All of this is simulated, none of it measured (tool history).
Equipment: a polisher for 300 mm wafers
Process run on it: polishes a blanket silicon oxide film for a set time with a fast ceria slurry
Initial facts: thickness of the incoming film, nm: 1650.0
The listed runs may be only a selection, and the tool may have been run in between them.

run,hour,flow of slurry (ml/min),pressure of the wafer on the pad (kPa),speed of the pad under the wafer (m/s),polishing time (s),film removed (nm)
1,0,300,21.4,0.84,51,674.98
2,5.3,305,22.8,0.84,51,706.7
3,8.9,260,22.8,0.84,51,718.79
4,14.6,260,24.1,0.84,51,754.54
5,21,260,24.8,0.84,51,769.92
6,24,260,25.5,0.84,51,788.48

Expected results for the next run?
7,24.8,260,26.2,0.84,51,?

{"run 7": {"film removed (nm)": 816.3}}
